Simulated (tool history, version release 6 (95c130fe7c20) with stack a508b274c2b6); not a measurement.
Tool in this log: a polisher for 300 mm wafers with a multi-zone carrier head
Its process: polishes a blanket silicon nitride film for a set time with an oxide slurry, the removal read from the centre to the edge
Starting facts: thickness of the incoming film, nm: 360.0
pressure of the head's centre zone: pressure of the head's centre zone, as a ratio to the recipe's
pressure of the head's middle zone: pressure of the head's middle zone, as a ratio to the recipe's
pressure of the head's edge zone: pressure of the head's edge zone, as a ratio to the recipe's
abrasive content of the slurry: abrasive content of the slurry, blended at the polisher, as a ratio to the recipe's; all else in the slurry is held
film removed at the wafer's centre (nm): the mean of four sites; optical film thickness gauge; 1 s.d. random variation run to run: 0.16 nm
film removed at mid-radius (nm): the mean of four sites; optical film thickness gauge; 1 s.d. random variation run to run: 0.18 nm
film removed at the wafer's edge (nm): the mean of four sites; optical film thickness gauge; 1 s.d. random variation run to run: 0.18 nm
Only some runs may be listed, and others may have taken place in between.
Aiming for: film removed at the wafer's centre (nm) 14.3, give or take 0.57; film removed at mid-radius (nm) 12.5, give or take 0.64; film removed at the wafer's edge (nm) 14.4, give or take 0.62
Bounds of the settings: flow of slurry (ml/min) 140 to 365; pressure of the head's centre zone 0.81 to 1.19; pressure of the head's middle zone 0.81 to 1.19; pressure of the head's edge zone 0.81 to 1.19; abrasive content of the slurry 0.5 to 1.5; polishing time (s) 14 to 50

run	day	flow of slurry (ml/min)	pressure of the head's centre zone	pressure of the head's middle zone	pressure of the head's edge zone	abrasive content of the slurry	polishing time (s)	film removed at the wafer's centre (nm)	film removed at mid-radius (nm)	film removed at the wafer's edge (nm)
1	0	235	1	1	1	1	32	28.566	29.077	28.362
2	0.179	280	1	1	1	1	32	29.751	28.912	28.241
3	0.338	280	0.96	1	1	1	32	28.24	29.582	28.718
4	0.683	285	0.97	0.95	1.02	0.85	27	22.998	22.905	23.66
5	0.975	290	0.98	0.91	1.02	0.75	23	18.868	17.72	18.677
6	1.142	280	0.98	0.88	1.02	0.65	22	16.964	15.691	17.008
7	1.396	265	0.98	0.86	1.02	0.6	22	16.191	14.925	16.765
8	1.462	260	0.99	0.84	1	0.55	21	15.413	13.135	14.691
9	1.696	250	0.98	0.83	1	0.55	21	14.922	13.433	14.76
10	1.796	250	0.98	0.82	1.01	0.55	21	14.859	12.761	15.318
11	1.842	245	0.98	0.82	1	0.55	21	15	13.014	15.135

4 next moves are on the table. One of them brings every result within its allowed miss. Which?
A	1.888	265	0.98	0.81	1.05	0.5	22	?	?	?
B	1.888	265	0.9	0.88	1.03	0.5	22	?	?	?
C	1.888	310	1.08	0.81	1.07	0.65	19	?	?	?
D	1.888	200	1	0.84	1	0.6	20	?	?	?

move	film removed at the wafer's centre (nm)	film removed at mid-radius (nm)	film removed at the wafer's edge (nm)
A	15.227	12.895	15.442
B	13.981	13.809	15.295
C	16.311	12.496	15.044
D	14.564	12.497	14.335
A: lands further from the targets than the last run did
B: puts the biggest miss on target and leaves a different result outside tolerance
C: lands further from the targets than the last run did
D: every result lands within tolerance
The right move is D.
